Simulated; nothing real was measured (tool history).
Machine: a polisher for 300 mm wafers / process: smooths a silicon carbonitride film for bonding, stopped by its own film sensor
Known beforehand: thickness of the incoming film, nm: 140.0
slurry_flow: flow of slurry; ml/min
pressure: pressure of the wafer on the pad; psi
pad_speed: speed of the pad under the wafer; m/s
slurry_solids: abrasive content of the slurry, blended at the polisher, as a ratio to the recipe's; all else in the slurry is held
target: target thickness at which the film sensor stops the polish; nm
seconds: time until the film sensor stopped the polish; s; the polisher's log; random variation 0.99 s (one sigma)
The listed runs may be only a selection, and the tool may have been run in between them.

| run | hour | slurry_flow | pressure | pad_speed | slurry_solids | target | seconds |
|---|---|---|---|---|---|---|---|
| 1 | 0 | 200 | 2.7 | 0.74 | 1 | 126 | 55.584 |
| 2 | 5.3 | 200 | 2.7 | 0.86 | 1 | 126 | 50.376 |
| 3 | 12.3 | 200 | 2.5 | 0.82 | 1 | 126 | 56.975 |
| 4 | 20.5 | 200 | 2.3 | 0.8 | 1 | 126 | 63.052 |
| 5 | 22.3 | 200 | 2.1 | 0.8 | 1 | 126 | 68.571 |
| 6 | 24.1 | 200 | 2 | 0.78 | 1 | 126 | 71.756 |
| 7 | 30.4 | 200 | 1.9 | 0.76 | 1 | 126 | 76.897 |

Expected results for the next run?
| 8 | 31.4 | 200 | 1.8 | 0.76 | 1 | 126 | ? |

Run 8 gave seconds 80.968 s.
